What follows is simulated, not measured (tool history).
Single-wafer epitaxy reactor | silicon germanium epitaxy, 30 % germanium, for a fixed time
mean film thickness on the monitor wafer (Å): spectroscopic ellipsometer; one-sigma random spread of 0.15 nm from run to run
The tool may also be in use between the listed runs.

run	hour	wafer temperature setpoint (pyrometer-controlled) (deg C)	chamber pressure (Torr)	mean film thickness on the monitor wafer (Å)
1	0	595	20.5	502.91
2	7.5	590	20.5	456.6
3	8.3	594	20.5	490.01
4	15.4	589	19.2	432.26
5	16.6	585	18.7	396.98
6	22.1	582	18.2	367.61
7	26.6	579	18	344.37
8	31.2	577	17.9	332.29

Run 9 has not been measured yet. What should we expect?
9	35.7	576	17.7	?

{"run 9": {"mean film thickness on the monitor wafer (Å)": 325.16}}

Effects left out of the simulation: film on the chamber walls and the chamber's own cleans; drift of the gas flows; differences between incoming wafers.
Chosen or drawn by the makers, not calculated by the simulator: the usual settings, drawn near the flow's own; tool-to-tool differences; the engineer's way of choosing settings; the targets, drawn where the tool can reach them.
